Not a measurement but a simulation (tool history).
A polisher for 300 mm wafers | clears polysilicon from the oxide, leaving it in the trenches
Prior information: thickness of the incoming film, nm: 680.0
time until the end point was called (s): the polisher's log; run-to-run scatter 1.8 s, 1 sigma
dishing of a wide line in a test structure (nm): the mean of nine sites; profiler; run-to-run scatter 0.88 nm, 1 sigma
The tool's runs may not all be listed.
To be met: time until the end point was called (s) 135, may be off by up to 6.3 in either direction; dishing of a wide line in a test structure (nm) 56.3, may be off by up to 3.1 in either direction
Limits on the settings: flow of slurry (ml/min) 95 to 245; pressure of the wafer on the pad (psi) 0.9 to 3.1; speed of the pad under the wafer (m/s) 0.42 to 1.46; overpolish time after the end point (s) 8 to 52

run	day	flow of slurry (ml/min)	pressure of the wafer on the pad (psi)	speed of the pad under the wafer (m/s)	overpolish time after the end point (s)	time until the end point was called (s)	dishing of a wide line in a test structure (nm)
1	0	155	2	0.94	26	79.197	56.909
2	0.096	155	2	0.84	26	89.167	57.113
3	0.192	130	2	0.84	26	90.344	56.653
4	0.492	130	2	0.84	16	93.342	52.317
# day 0.862: head pressure recalibrated
5	0.862	95	2	0.84	16	102.5	48.889
6	1.033	115	2	0.84	16	101.26	51.852
7	1.375	115	2	0.84	16	101.19	49.517
8	1.417	115	1.8	0.82	21	112.67	52.314
9	1.571	115	1.7	0.82	24	118.85	55.856
10	1.938	110	1.6	0.82	24	127.11	53.502
11	2.208	110	1.6	0.82	26	125.92	54.638
12	2.383	110	1.6	0.82	27	123.33	54.092

Pick the move, out of 4, that brings all results within their allowed miss; only one does.
A	2.558	95	1.6	0.92	34	?	?
B	2.558	140	1.7	0.68	32	?	?
C	2.558	135	1.1	1.1	32	?	?
D	2.558	110	1.4	0.94	30	?	?

move	time until the end point was called (s)	dishing of a wide line in a test structure (nm)
A	114.21	58.034
B	136.26	55.933
C	123.81	56.902
D	122.17	56.405
A: the biggest miss grows against the last run
B: every result within its allowed miss
C: about as far from the targets as the last run
D: the biggest miss grows against the last run
The right move is B.
